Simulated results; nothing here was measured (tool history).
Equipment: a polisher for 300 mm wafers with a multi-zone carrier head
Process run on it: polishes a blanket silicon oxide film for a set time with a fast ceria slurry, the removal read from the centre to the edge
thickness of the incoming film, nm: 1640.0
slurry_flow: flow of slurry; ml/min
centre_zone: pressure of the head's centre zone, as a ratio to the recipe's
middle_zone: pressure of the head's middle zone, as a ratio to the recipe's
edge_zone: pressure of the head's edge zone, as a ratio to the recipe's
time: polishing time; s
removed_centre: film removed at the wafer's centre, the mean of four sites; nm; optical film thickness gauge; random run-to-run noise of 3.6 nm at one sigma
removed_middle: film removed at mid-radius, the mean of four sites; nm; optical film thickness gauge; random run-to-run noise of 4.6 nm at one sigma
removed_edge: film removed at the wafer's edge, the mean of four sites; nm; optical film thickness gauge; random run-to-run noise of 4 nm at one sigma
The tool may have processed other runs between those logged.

run  hour  slurry_flow  centre_zone  middle_zone  edge_zone  time  removed_centre  removed_middle  removed_edge
  1   0.0          225         1.00         1.00       1.00    37          558.99          544.14        563.66
  2   2.9          225         1.00         1.00       1.07    37          561.52          547.53        586.74
  3   3.6          225         0.99         1.01       1.03    33          488.43          498.68        511.52
  4   8.0          275         0.99         1.01       1.03    33          502.33          510.22        528.23
  5  13.2          230         0.99         1.01       1.03    33          493.67          494.89        514.80
  6  21.2          225         0.98         1.01       0.99    31          466.65          461.75        470.38

Run 7 is up next; what results do you expect?
  7  26.1          220         0.95         1.02       0.97    29               ?               ?             ?

removed_centre: 422.53 nm
removed_middle: 435.46 nm
removed_edge: 438.19 nm
